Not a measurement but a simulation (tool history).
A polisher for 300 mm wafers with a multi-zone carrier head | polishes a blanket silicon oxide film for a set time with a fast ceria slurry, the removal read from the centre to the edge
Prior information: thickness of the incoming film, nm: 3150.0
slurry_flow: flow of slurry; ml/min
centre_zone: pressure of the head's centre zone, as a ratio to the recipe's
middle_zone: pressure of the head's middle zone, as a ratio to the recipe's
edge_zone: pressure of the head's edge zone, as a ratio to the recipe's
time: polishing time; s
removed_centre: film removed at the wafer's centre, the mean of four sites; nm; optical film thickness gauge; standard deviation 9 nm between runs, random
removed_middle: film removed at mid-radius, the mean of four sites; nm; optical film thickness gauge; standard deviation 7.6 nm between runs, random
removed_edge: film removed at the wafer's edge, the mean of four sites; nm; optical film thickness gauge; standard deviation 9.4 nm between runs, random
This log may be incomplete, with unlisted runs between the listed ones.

| run | day | slurry_flow | centre_zone | middle_zone | edge_zone | time | removed_centre | removed_middle | removed_edge |
|---|---|---|---|---|---|---|---|---|---|
| 1 | 0.000 | 310 | 1.00 | 1.00 | 1.00 | 63 | 1150.00 | 1200.40 | 1184.70 |
| 2 | 0.358 | 305 | 0.97 | 0.98 | 0.98 | 59 | 1036.10 | 1108.90 | 1107.80 |
| 3 | 0.504 | 225 | 0.97 | 0.98 | 0.98 | 59 | 1004.60 | 1075.70 | 1058.60 |
| 4 | 0.654 | 225 | 0.97 | 0.98 | 0.91 | 59 | 1005.40 | 1067.70 | 1036.40 |
| 5 | 0.692 | 225 | 0.97 | 0.98 | 0.87 | 59 | 1004.80 | 1064.80 | 1002.90 |
| 6 | 0.792 | 225 | 0.90 | 0.98 | 0.87 | 59 | 938.08 | 1061.00 | 1025.30 |
| 7 | 1.162 | 220 | 0.89 | 0.97 | 0.87 | 56 | 875.24 | 1007.20 | 970.64 |
| 8 | 1.346 | 215 | 0.88 | 0.95 | 0.87 | 54 | 838.30 | 950.33 | 908.31 |
| 9 | 1.667 | 215 | 0.87 | 0.93 | 0.89 | 53 | 815.59 | 918.51 | 937.70 |
|  | 1.800 | worn pad replaced by a new one |
| 10 | 1.800 | 215 | 0.86 | 0.93 | 0.88 | 52 | 877.84 | 999.23 | 1009.80 |
| 11 | 1.879 | 210 | 0.85 | 0.92 | 0.88 | 48 | 793.95 | 897.36 | 921.31 |
| 12 | 2.092 | 205 | 0.84 | 0.92 | 0.87 | 47 | 779.46 | 879.96 | 884.97 |

Run 13 has not been measured yet. What should we expect?
| 13 | 2.250 | 200 | 0.83 | 0.92 | 0.88 | 46 | ? | ? | ? |

removed_centre: 739.54 nm
removed_middle: 873.42 nm
removed_edge: 884.09 nm
